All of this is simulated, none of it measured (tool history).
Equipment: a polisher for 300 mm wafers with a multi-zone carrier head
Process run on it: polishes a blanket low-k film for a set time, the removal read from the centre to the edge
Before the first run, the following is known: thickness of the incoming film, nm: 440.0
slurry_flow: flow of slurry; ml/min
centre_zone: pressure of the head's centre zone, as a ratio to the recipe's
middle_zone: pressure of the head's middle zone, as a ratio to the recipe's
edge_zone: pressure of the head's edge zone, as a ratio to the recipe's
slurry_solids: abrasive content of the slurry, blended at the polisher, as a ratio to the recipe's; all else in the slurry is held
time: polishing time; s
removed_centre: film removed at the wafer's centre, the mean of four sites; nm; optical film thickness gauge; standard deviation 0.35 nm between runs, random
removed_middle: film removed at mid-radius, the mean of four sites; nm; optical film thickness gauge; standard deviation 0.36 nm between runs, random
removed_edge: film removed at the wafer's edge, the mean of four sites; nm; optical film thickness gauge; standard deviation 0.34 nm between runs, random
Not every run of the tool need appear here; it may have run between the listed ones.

run 1 hour=0 | slurry_flow=320 centre_zone=1 middle_zone=1 edge_zone=1 slurry_solids=1 time=76 | removed_centre=42.45 removed_middle=44.45 removed_edge=44.607
run 2 hour=1.5 | slurry_flow=320 centre_zone=1.05 middle_zone=1 edge_zone=1 slurry_solids=1 time=76 | removed_centre=44.681 removed_middle=43.201 removed_edge=45.731
run 3 hour=9 | slurry_flow=320 centre_zone=1.1 middle_zone=1 edge_zone=1 slurry_solids=1 time=76 | removed_centre=47.091 removed_middle=43.109 removed_edge=44.445
run 4 hour=10 | slurry_flow=320 centre_zone=1.14 middle_zone=1 edge_zone=1 slurry_solids=1 time=76 | removed_centre=48.939 removed_middle=44.039 removed_edge=44.381
run 5 hour=14.8 | slurry_flow=320 centre_zone=1.14 middle_zone=1 edge_zone=1 slurry_solids=1 time=63 | removed_centre=41.148 removed_middle=36.444 removed_edge=36.615
run 6 hour=23.8 | slurry_flow=320 centre_zone=1.12 middle_zone=0.99 edge_zone=1 slurry_solids=0.95 time=63 | removed_centre=39.465 removed_middle=35.363 removed_edge=35.485
run 7 hour=26.1 | slurry_flow=315 centre_zone=1.1 middle_zone=0.97 edge_zone=1.01 slurry_solids=0.9 time=63 | removed_centre=37.321 removed_middle=33.074 removed_edge=35.661
run 8 hour=34.1 | slurry_flow=315 centre_zone=1.08 middle_zone=0.97 edge_zone=1 slurry_solids=0.85 time=63 | removed_centre=35.131 removed_middle=33.126 removed_edge=34.332
run 9 hour=35.8 | slurry_flow=300 centre_zone=1.01 middle_zone=0.87 edge_zone=1.05 slurry_solids=0.6 time=59 | removed_centre=26.651 removed_middle=23.071 removed_edge=27.317
run 10 hour=36.7 | slurry_flow=300 centre_zone=1.01 middle_zone=0.88 edge_zone=1.05 slurry_solids=0.6 time=59 | removed_centre=26.2 removed_middle=23.298 removed_edge=27.794

Predict the results of run 11:
run 11 hour=40.2 | slurry_flow=300 centre_zone=1.01 middle_zone=0.89 edge_zone=1.05 slurry_solids=0.6 time=59 | removed_centre=? removed_middle=? removed_edge=?

removed_centre: 25.78 nm
removed_middle: 23.948 nm
removed_edge: 27.438 nm

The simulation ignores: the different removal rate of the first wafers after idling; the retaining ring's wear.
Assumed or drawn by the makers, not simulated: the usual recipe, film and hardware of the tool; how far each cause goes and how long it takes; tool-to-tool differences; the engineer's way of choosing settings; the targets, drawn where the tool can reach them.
